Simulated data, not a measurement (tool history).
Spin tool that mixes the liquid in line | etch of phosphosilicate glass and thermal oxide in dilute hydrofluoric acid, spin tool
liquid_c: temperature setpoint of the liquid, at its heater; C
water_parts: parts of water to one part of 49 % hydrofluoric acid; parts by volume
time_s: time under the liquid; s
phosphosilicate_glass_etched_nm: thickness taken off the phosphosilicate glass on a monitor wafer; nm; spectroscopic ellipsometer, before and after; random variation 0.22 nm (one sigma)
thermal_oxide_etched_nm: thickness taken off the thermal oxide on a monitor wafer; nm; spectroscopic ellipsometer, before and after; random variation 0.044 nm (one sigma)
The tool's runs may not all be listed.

| run | hour | liquid_c | water_parts | time_s | phosphosilicate_glass_etched_nm | thermal_oxide_etched_nm |
|---|---|---|---|---|---|---|
| 1 | 0.0 | 22.0 | 165 | 30 | 14.769 | 0.74636 |
| 2 | 7.6 | 24.5 | 165 | 30 | 16.105 | 0.81650 |
| 3 | 9.5 | 25.0 | 160 | 30 | 17.032 | 0.86597 |
| 4 | 18.2 | 25.5 | 155 | 30 | 18.283 | 0.93031 |
| 5 | 20.9 | 22.0 | 155 | 30 | 15.910 | 0.83842 |
| 6 | 26.6 | 23.0 | 150 | 30 | 17.163 | 0.88918 |
| 7 | 35.0 | 23.5 | 145 | 30 | 18.251 | 0.91658 |
| 8 | 39.8 | 24.0 | 140 | 30 | 19.184 | 1.00600 |
| 9 | 48.4 | 24.5 | 135 | 30 | 20.792 | 1.09800 |
| 10 | 50.1 | 25.0 | 135 | 30 | 20.995 | 1.10990 |

The next listed run, before its measurement:
| 11 | 58.3 | 25.5 | 135 | 30 | ? | ? |

phosphosilicate_glass_etched_nm: 21.496 nm
thermal_oxide_etched_nm: 1.06930 nm
